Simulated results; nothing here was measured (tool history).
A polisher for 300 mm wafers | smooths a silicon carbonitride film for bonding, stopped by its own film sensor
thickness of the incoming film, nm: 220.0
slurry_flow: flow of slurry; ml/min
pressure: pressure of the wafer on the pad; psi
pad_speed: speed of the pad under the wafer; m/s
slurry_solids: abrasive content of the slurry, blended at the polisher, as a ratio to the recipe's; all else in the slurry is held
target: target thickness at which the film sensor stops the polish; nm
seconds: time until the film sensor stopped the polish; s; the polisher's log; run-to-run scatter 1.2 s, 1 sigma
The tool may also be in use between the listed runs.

run 1 hour=0 | slurry_flow=130 pressure=2.4 pad_speed=0.8 slurry_solids=1 target=206 | seconds=55.007
run 2 hour=1 | slurry_flow=130 pressure=2.4 pad_speed=0.8 slurry_solids=1.1 target=206 | seconds=53.198
run 3 hour=7.5 | slurry_flow=125 pressure=2 pad_speed=0.78 slurry_solids=1.1 target=206 | seconds=65.554
run 4 hour=15.6 | slurry_flow=125 pressure=2.2 pad_speed=0.78 slurry_solids=1.1 target=206 | seconds=58.618
run 5 hour=24.2 | slurry_flow=125 pressure=1.8 pad_speed=0.78 slurry_solids=1.1 target=206 | seconds=72.481
run 6 hour=28.9 | slurry_flow=125 pressure=1.8 pad_speed=0.6 slurry_solids=1.1 target=206 | seconds=89.363
run 7 hour=35.8 | slurry_flow=125 pressure=1.7 pad_speed=0.6 slurry_solids=1.1 target=206 | seconds=94.851

What will run 8 give?
run 8 hour=43.7 | slurry_flow=125 pressure=1.7 pad_speed=0.6 slurry_solids=1.1 target=206 | seconds=?

Logged for run 8: seconds 93.431 s.
